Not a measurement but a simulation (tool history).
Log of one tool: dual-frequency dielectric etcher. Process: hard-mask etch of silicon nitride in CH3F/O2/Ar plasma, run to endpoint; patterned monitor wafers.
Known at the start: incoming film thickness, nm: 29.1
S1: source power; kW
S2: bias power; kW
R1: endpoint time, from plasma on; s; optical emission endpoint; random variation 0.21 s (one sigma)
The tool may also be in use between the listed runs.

run,day,S1,S2,R1
1,0,0.38,0.054,45.976
2,0.092,0.4,0.054,45.228
3,0.342,0.38,0.054,46.366
4,0.654,0.38,0.05,46.617
5,0.738,0.41,0.05,45.798
6,0.975,0.41,0.046,46.631
7,0.996,0.39,0.046,47.281
8,1.112,0.37,0.046,48.175
9,1.375,0.35,0.046,48.88
# day 1.662: wet clean of the chamber
10,1.662,0.34,0.046,50.538

The next listed run, before its measurement:
11,2.033,0.33,0.046,?

{"run 11": {"R1": 51.189}}

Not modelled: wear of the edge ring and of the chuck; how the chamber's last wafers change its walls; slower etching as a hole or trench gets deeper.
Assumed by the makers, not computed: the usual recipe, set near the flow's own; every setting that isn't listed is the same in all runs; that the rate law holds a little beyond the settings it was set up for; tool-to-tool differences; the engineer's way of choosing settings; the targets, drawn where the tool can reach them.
